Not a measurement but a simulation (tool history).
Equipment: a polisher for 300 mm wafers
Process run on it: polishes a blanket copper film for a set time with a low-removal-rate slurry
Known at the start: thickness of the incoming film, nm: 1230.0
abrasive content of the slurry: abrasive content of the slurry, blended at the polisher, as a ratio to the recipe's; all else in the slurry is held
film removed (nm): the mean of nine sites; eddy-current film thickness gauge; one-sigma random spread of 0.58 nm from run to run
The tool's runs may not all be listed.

run    day  flow of slurry (ml/min)  pressure of the wafer on the pad (kPa)  speed of the pad under the wafer (m/s)  abrasive content of the slurry  polishing time (s)  film removed (nm)
  1  0.000                      225                                    13.1                                    0.84                             1.0                  45             70.555
  2  0.354                      225                                    15.2                                    0.84                             1.0                  45             79.828
  3  0.496                      225                                    15.2                                    0.66                             1.0                  45             64.586
  4  0.579                      225                                    15.2                                    0.66                             1.0                  45             61.789
  5  0.933                      175                                    15.2                                    0.66                             1.0                  45             61.572
  6  1.096                      175                                    15.2                                    0.76                             1.0                  45             69.986
  7  1.388                      175                                    13.8                                    0.76                             1.0                  45             64.460

Predict the results of run 8:
  8  1.683                      175                                    13.1                                    0.76                             1.0                  45                  ?

Run 8 yielded film removed (nm) 61.782.

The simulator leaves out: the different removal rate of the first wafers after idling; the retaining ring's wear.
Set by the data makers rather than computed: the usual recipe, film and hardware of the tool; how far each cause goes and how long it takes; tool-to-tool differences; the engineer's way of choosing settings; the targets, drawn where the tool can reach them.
